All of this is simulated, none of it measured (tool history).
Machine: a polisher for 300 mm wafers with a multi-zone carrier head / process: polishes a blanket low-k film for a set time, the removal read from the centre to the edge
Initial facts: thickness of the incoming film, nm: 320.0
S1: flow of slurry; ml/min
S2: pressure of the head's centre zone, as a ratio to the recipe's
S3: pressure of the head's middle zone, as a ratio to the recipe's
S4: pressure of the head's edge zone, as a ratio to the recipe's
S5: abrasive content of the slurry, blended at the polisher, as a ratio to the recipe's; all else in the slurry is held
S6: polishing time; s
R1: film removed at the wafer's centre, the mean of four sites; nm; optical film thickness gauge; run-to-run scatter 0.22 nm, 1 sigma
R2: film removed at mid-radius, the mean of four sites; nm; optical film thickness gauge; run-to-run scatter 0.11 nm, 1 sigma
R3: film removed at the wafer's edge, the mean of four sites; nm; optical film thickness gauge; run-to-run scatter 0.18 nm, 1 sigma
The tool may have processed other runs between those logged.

run 1 hour=0.0 | S1=220 S2=1.00 S3=1.00 S4=1.00 S5=1.0 S6=65 | R1=18.405 R2=18.840 R3=19.068
run 2 hour=4.5 | S1=215 S2=0.98 S3=0.99 S4=1.00 S5=1.0 S6=65 | R1=17.964 R2=18.868 R3=18.828
run 3 hour=5.5 | S1=215 S2=1.04 S3=0.99 S4=1.00 S5=1.0 S6=65 | R1=19.791 R2=18.645 R3=18.697
run 4 hour=8.8 | S1=255 S2=1.04 S3=0.99 S4=1.00 S5=1.0 S6=65 | R1=19.946 R2=19.335 R3=18.871
run 5 hour=11.3 | S1=250 S2=1.02 S3=0.98 S4=1.00 S5=1.0 S6=65 | R1=19.316 R2=19.309 R3=19.013
run 6 hour=18.7 | S1=240 S2=1.00 S3=0.97 S4=1.00 S5=1.0 S6=65 | R1=18.793 R2=19.039 R3=18.900
run 7 hour=19.5 | S1=230 S2=0.98 S3=0.96 S4=1.00 S5=1.0 S6=65 | R1=18.254 R2=18.517 R3=18.934
run 8 hour=27.9 | S1=225 S2=0.96 S3=0.95 S4=0.99 S5=1.0 S6=65 | R1=17.429 R2=18.369 R3=18.514
run 9 hour=36.8 | S1=220 S2=0.95 S3=0.94 S4=0.99 S5=1.0 S6=65 | R1=17.594 R2=18.307 R3=18.541
run 10 hour=44.8 | S1=215 S2=0.94 S3=0.93 S4=0.99 S5=1.0 S6=65 | R1=16.992 R2=17.843 R3=18.644
run 11 hour=51.7 | S1=210 S2=0.93 S3=0.92 S4=0.99 S5=1.0 S6=65 | R1=17.406 R2=17.966 R3=18.998

Forecast run 12:
run 12 hour=58.9 | S1=205 S2=0.92 S3=0.91 S4=0.98 S5=1.0 S6=65 | R1=? R2=? R3=?

Run 12 gave R1 16.564 nm, R2 17.528 nm, R3 18.533 nm.
